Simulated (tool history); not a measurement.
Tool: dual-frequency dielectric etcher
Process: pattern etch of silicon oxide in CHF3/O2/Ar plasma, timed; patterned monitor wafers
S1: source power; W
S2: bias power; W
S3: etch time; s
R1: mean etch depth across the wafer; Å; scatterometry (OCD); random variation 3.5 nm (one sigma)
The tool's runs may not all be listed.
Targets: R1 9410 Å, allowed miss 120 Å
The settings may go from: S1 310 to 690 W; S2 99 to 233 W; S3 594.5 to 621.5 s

{"run": 1, "day": 0.0, "S1": 500, "S2": 166, "S3": 594.5, "R1": 10042}
{"run": 2, "day": 0.183, "S1": 500, "S2": 153, "S3": 594.5, "R1": 9614.4}
{"run": 3, "day": 0.446, "S1": 480, "S2": 153, "S3": 594.5, "R1": 9589.6}
{"run": 4, "day": 0.55, "S1": 480, "S2": 164, "S3": 594.5, "R1": 9880.3}
{"run": 5, "day": 0.6, "S1": 470, "S2": 164, "S3": 594.5, "R1": 9796}
{"run": 6, "day": 0.929, "S1": 470, "S2": 164, "S3": 594.5, "R1": 9868.4}
{"run": 7, "day": 0.962, "S1": 460, "S2": 164, "S3": 594.5, "R1": 9780.2}
{"run": 8, "day": 1.142, "S1": 460, "S2": 164, "S3": 594.5, "R1": 9718.2}
{"run": 9, "day": 1.308, "S1": 430, "S2": 163, "S3": 594.5, "R1": 9564}

Which of these 5 next moves meets every target?
{"run": "A", "day": 1.475, "S1": 350, "S2": 171, "S3": 621.5, "R1": "?"}
{"run": "B", "day": 1.475, "S1": 450, "S2": 156, "S3": 603, "R1": "?"}
{"run": "C", "day": 1.475, "S1": 320, "S2": 177, "S3": 594.5, "R1": "?"}
{"run": "D", "day": 1.475, "S1": 310, "S2": 188, "S3": 601.5, "R1": "?"}
{"run": "E", "day": 1.475, "S1": 430, "S2": 167, "S3": 598.5, "R1": "?"}

move=A R1=9664.7
move=B R1=9629.2
move=C R1=9177.4
move=D R1=9484.8
move=E R1=9753.2
A: further off than the last run
B: further off than the last run
C: takes the result that was furthest off past its target
D: meets every target
E: further off than the last run
Move D is the one to make.
